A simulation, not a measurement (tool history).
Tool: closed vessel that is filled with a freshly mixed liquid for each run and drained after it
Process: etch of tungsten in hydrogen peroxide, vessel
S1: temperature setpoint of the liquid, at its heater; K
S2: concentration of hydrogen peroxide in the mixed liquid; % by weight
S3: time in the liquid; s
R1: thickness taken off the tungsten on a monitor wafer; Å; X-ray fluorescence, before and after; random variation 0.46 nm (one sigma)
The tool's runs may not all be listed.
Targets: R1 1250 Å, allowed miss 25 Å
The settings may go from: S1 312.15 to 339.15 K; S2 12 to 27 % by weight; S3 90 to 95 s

Run 1, hour 0: S1 328.15 K, S2 18 % by weight, S3 90 s. Result: R1 2015 Å.
Run 2, hour 6.2: S1 328.15 K, S2 19.5 % by weight, S3 90 s. Result: R1 2093.7 Å.
Run 3, hour 15.1: S1 322.65 K, S2 19.5 % by weight, S3 90 s. Result: R1 1513.9 Å.
Run 4, hour 23.6: S1 322.65 K, S2 17 % by weight, S3 90 s. Result: R1 1418.2 Å.
Run 5, hour 31.4: S1 322.15 K, S2 17 % by weight, S3 90 s. Result: R1 1369.2 Å.
Run 6, hour 38.7: S1 322.15 K, S2 17 % by weight, S3 90 s. Result: R1 1373 Å.
Run 7, hour 40.5: S1 321.65 K, S2 17 % by weight, S3 90 s. Result: R1 1331.3 Å.
Run 8, hour 43.5: S1 321.15 K, S2 17 % by weight, S3 90 s. Result: R1 1291.8 Å.

Which of these 4 next moves meets every target?
Run A, hour 46.5: S1 321.65 K, S2 14 % by weight, S3 90 s. Result: R1 ?.
Run B, hour 46.5: S1 320.65 K, S2 16 % by weight, S3 90 s. Result: R1 ?.
Run C, hour 46.5: S1 319.65 K, S2 18 % by weight, S3 90 s. Result: R1 ?.
Run D, hour 46.5: S1 320.15 K, S2 18.5 % by weight, S3 90 s. Result: R1 ?.

move      R1
   A  1202.6
   B  1208.5
   C  1204.4
   D  1259.7
A: takes the result that was furthest off past its target
B: takes the result that was furthest off past its target
C: takes the result that was furthest off past its target
D: meets every target
The right move is D.
